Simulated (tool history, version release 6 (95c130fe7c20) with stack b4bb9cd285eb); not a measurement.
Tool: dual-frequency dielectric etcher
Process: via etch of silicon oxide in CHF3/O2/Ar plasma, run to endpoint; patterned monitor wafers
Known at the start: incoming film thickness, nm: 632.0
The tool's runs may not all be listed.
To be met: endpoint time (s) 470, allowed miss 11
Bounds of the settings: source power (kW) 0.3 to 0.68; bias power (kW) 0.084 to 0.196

run,hour,source power (kW),bias power (kW),endpoint time (s)
1,0,0.49,0.14,391.97
2,5,0.44,0.133,413.1
3,12,0.44,0.154,396.46
4,18.2,0.4,0.145,415.52
5,20.3,0.37,0.138,435.54
6,21.4,0.4,0.138,424.02
7,28.5,0.37,0.134,439.35
8,32.7,0.35,0.132,450.92
9,41.6,0.34,0.131,456.37

4 next moves are on the table. One of them brings every result within its allowed miss. Which?
A,50.5,0.45,0.108,?
B,50.5,0.4,0.128,?
C,50.5,0.35,0.139,?
D,50.5,0.32,0.124,?

move,endpoint time (s)
A,443.12
B,435.87
C,443.09
D,475.07
A: further off than the last run
B: further off than the last run
C: further off than the last run
D: meets every target
Move D is the one to make.

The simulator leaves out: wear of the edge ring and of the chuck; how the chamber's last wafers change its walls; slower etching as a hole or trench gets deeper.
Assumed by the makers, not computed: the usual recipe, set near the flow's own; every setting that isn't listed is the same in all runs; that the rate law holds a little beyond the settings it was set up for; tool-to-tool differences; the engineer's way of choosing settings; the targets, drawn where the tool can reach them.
